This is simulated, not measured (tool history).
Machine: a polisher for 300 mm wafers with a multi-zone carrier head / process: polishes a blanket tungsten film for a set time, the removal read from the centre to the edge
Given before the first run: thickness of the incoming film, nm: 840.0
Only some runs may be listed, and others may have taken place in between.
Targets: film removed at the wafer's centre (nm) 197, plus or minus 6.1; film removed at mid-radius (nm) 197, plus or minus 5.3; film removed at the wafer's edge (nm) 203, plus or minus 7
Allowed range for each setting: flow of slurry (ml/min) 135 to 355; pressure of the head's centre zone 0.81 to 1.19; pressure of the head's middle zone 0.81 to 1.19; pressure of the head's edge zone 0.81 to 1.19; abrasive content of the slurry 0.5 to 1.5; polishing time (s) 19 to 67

run	hour	flow of slurry (ml/min)	pressure of the head's centre zone	pressure of the head's middle zone	pressure of the head's edge zone	abrasive content of the slurry	polishing time (s)	film removed at the wafer's centre (nm)	film removed at mid-radius (nm)	film removed at the wafer's edge (nm)
1	0	225	1	1	1	1	43	351.5	335.99	355.03
2	6.5	225	1	1.06	1	1	43	350.93	355.86	357.79
3	10.9	225	1	1.06	0.95	1	43	342.72	360.41	346.7
4	16.4	280	1	1.06	0.95	1	43	354.81	368.94	357.7
5	19.3	260	0.98	1.02	0.92	0.9	40	319.07	321.56	319.12
6	24.7	260	0.98	1.02	0.89	0.9	40	320.26	318.03	315.04
7	30.4	245	0.95	1.01	0.87	0.8	37	281.6	282.69	280.06
8	32.3	195	0.85	0.93	0.81	0.55	27	173.62	178.36	184.93
9	36.6	220	0.86	0.93	0.82	0.55	27	180.04	182.48	187.23

5 candidate next runs follow, results not yet known. Just one meets every target within its allowed miss. Identify it.
A	40.9	210	0.87	0.92	0.82	0.8	28	?	?	?
B	40.9	220	0.86	0.97	0.81	0.5	30	?	?	?
C	40.9	195	0.89	1	0.82	0.5	30	?	?	?
D	40.9	255	0.95	1.09	0.81	0.55	27	?	?	?
E	40.9	325	1.04	1.07	0.81	0.5	27	?	?	?

move	film removed at the wafer's centre (nm)	film removed at mid-radius (nm)	film removed at the wafer's edge (nm)
A	196.74	198.58	207.13
B	195.46	207.61	205.64
C	196.48	209.56	204.14
D	194.76	212.83	189.9
E	210.05	211.54	190.76
A: all results in spec
B: brings the last run's worst result on target, with another outside its allowed miss
C: brings the last run's worst result on target, with another outside its allowed miss
D: brings the last run's worst result on target, with another outside its allowed miss
E: moves the result that the last run missed by most past its target, out the other side
The right move is A.

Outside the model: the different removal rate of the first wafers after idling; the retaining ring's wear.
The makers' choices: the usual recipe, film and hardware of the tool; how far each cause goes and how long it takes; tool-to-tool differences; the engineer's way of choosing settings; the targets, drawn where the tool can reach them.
